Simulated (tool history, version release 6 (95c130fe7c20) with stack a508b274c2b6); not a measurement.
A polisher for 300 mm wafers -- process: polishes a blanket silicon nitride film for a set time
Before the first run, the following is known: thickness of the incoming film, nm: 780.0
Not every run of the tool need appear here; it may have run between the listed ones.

run  hour  flow of slurry (ml/min)  pressure of the wafer on the pad (kPa)  speed of the pad under the wafer (m/s)  polishing time (s)  film removed (angstrom)
  1     0                      275                                      29                                    0.96                  25                   401.08
  2   7.6                      275                                    32.4                                    0.96                  25                   439.59
  3  14.5                      275                                    32.4                                    0.96                  25                   448.41
  4  19.5                      275                                    38.6                                    0.96                  25                   530.25
  5  24.6                      275                                    38.6                                    0.96                  22                   472.46
  6  31.8                      275                                    38.6                                    0.96                  25                   529.09
  7    34                      275                                      40                                    0.96                  25                    545.2

For run 8, what comes out?
  8  38.5                      275                                    40.7                                    0.96                  25                        ?

{"run 8": {"film removed (angstrom)": 550.45}}
